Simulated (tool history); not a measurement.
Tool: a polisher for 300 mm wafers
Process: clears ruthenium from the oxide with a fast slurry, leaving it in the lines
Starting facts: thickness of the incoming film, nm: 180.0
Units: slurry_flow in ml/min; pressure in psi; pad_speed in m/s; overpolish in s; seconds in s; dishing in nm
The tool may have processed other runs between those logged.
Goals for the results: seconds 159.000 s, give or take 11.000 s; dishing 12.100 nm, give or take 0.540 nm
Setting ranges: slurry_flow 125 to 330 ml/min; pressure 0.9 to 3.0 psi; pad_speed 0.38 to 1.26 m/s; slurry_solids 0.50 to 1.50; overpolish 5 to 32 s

run  hour  slurry_flow  pressure  pad_speed  slurry_solids  overpolish  seconds  dishing
  1   0.0          210       1.9       0.82           1.00          16   86.743   29.433
  2   1.7          230       1.9       0.82           1.00          16   85.543   29.388
  3   4.8          200       1.9       0.82           1.00          16   90.062   28.604
  4   6.4          200       2.2       0.82           1.00          16   77.151   31.132
  5   8.6          160       2.2       0.82           1.00          16   81.227   31.531
  6  17.1          160       2.2       0.82           1.00          22   80.550   42.031
  7  22.0          175       2.1       0.72           0.95          19   94.012   31.579
  8  26.5          190       2.0       0.64           0.90          17  108.750   24.499
  9  34.4          205       1.9       0.60           0.90          15  121.850   19.577
 10  35.0          215       1.8       0.58           0.90          14  125.990   17.557
 11  37.2          220       1.7       0.58           0.90          13  137.620   15.454
 12  42.9          220       1.6       0.58           0.90          13  137.510   14.960
 13  46.3          215       1.5       0.58           0.90          13  140.720   14.498
 14  47.7          215       1.4       0.58           0.90          13  151.790   13.671

Which one of the following 5 next-run settings gets every result inside its allowed miss? There is exactly one.
  A  49.1          205       1.6       0.52           0.80          12        ?        ?
  B  49.1          215       1.6       0.50           1.10          15        ?        ?
  C  49.1          210       1.1       0.66           0.95          15        ?        ?
  D  49.1          195       1.5       0.60           1.00          11        ?        ?
  E  49.1          205       1.4       0.62           0.90          11        ?        ?

move  seconds  dishing
   A  153.520   12.063
   B  145.340   15.819
   C  146.210   15.728
   D  132.310   12.814
   E  136.910   12.392
A: all results land within tolerance of their targets
B: moves away from the targets compared with the last run
C: moves away from the targets compared with the last run
D: nearer than the last run, and not there yet
E: meets the target for the result that was furthest off, but another lies outside its allowed miss
Correct choice: A, which meets every target

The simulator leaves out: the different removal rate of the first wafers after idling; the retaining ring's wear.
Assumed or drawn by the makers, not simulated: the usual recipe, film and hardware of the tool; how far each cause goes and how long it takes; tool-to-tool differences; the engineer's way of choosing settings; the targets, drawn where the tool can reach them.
